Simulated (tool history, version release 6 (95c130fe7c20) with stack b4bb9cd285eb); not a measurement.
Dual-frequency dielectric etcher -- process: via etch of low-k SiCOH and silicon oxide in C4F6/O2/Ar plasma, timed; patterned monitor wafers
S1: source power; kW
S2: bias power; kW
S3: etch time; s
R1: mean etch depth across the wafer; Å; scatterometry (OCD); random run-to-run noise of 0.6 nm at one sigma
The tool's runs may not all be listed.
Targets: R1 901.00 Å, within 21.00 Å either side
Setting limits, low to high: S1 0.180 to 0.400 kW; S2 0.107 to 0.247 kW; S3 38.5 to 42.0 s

run  hour     S1     S2    S3       R1
  1   0.0  0.290  0.177  42.0  1002.30
  2   7.2  0.270  0.174  42.0   974.26
  3  11.0  0.310  0.174  42.0  1025.40
  4  12.7  0.310  0.200  42.0  1102.60
  5  16.5  0.310  0.219  42.0  1123.60
  6  23.5  0.280  0.212  42.0  1080.20
  7  29.8  0.260  0.203  41.5  1029.50
  8  35.1  0.250  0.195  41.5   988.75
  9  38.8  0.240  0.192  41.5   969.17
 10  39.5  0.230  0.190  41.5   943.07
 11  46.1  0.220  0.189  41.5   934.46

Exactly one of the 5 candidate moves below puts every result within its allowed miss. Which one?
  A  52.7  0.230  0.197  42.0   ?
  B  52.7  0.220  0.191  42.0   ?
  C  52.7  0.200  0.227  41.5   ?
  D  52.7  0.230  0.188  42.0   ?
  E  52.7  0.260  0.176  39.5   ?

move      R1
   A  975.74
   B  947.21
   C  991.98
   D  952.67
   E  900.43
A: its largest miss is bigger than the last run's
B: its largest miss is bigger than the last run's
C: its largest miss is bigger than the last run's
D: its largest miss is bigger than the last run's
E: every result within its allowed miss
Correct choice: E, which meets every target
